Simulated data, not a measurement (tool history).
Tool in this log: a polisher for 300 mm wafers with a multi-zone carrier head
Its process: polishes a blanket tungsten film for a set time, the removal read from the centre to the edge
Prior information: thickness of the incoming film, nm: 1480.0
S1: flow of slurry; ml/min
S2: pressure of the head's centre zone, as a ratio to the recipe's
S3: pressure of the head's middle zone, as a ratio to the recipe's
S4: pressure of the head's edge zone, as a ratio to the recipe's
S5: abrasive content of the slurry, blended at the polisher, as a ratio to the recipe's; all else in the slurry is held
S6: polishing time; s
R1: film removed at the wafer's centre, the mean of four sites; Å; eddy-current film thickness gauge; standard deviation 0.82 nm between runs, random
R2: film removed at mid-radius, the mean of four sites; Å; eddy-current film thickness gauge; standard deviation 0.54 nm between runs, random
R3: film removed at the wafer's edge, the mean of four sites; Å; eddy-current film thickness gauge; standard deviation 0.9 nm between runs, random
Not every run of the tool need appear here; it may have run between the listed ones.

Run 1, hour 0: S1 250 ml/min, S2 1, S3 1, S4 1, S5 1, S6 34 s. Result: R1 1152.6 Å, R2 1128.1 Å, R3 1134.8 Å.
Run 2, hour 4.6: S1 250 ml/min, S2 1.05, S3 1, S4 1, S5 1, S6 34 s. Result: R1 1218.4 Å, R2 1132.8 Å, R3 1141.5 Å.
Run 3, hour 6.8: S1 250 ml/min, S2 1.05, S3 1, S4 1, S5 1.1, S6 34 s. Result: R1 1243.8 Å, R2 1141.5 Å, R3 1173.5 Å.
Run 4, hour 11.5: S1 245 ml/min, S2 1.04, S3 0.97, S4 0.96, S5 0.9, S6 30 s. Result: R1 1060.4 Å, R2 951.91 Å, R3 975.29 Å.
Run 5, hour 13: S1 245 ml/min, S2 1.04, S3 1.03, S4 0.96, S5 0.9, S6 30 s. Result: R1 1063.6 Å, R2 997.69 Å, R3 972.39 Å.
Run 6, hour 13.8: S1 245 ml/min, S2 1.04, S3 1.03, S4 1.02, S5 0.9, S6 30 s. Result: R1 1023.8 Å, R2 993.11 Å, R3 995.86 Å.
Run 7, hour 17.3: S1 245 ml/min, S2 1.03, S3 1.02, S4 0.97, S5 0.8, S6 27 s. Result: R1 917.49 Å, R2 873.7 Å, R3 863.98 Å.

What will run 8 give?
Run 8, hour 20.5: S1 250 ml/min, S2 1.02, S3 1.01, S4 0.93, S5 0.7, S6 25 s. Result: R1 ?, R2 ?, R3 ?.

{"run 8": {"R1": 822.4, "R2": 780.6, "R3": 756.83}}
